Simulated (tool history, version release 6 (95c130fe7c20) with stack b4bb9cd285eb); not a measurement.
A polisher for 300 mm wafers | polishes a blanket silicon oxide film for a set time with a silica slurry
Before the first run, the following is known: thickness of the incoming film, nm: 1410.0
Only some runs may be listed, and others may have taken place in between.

run  hour  flow of slurry (ml/min)  pressure of the wafer on the pad (psi)  speed of the pad under the wafer (cm/s)  abrasive content of the slurry  polishing time (s)  film removed (Å)
  1     0                      255                                     3.9                                      138                               1                  62            2245.1
  2   8.8                      255                                     3.9                                      138                               1                  66            2387.3
  3  16.1                      255                                     3.9                                      138                               1                  62            2275.5
  4  24.6                      255                                     3.9                                      126                               1                  62            2120.9
  5    26                      220                                     3.9                                      126                               1                  62            2080.8
  6  30.9                      225                                     4.2                                      130                               1                  62            2266.4
     32.6  -- head pressure recalibrated
  7  32.6                      235                                     4.5                                      134                               1                  62            2745.5

The next listed run, before its measurement:
  8  40.6                      250                                     4.6                                      134                               1                  62                 ?

{"run 8": {"film removed (Å)": 2800.1}}
